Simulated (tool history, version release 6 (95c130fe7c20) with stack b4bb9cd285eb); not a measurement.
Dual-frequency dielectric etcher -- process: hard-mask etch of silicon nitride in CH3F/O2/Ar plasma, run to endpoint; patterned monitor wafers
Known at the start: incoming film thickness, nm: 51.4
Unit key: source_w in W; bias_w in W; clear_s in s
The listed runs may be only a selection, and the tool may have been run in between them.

run 1 hour=0.0 | source_w=540 bias_w=51 | clear_s=73.582
run 2 hour=7.6 | source_w=580 bias_w=51 | clear_s=71.621
run 3 hour=10.1 | source_w=500 bias_w=51 | clear_s=74.725
run 4 hour=14.4 | source_w=570 bias_w=51 | clear_s=71.964
run 5 hour=16.4 | source_w=570 bias_w=48 | clear_s=73.969
run 6 hour=18.4 | source_w=620 bias_w=49 | clear_s=71.512
run 7 hour=24.4 | source_w=650 bias_w=50 | clear_s=69.869
run 8 hour=28.2 | source_w=680 bias_w=50 | clear_s=69.081
run 9 hour=35.2 | source_w=700 bias_w=51 | clear_s=67.269

Expected results for the next run?
run 10 hour=38.5 | source_w=710 bias_w=51 | clear_s=?

Run 10 produced clear_s 66.996 s.
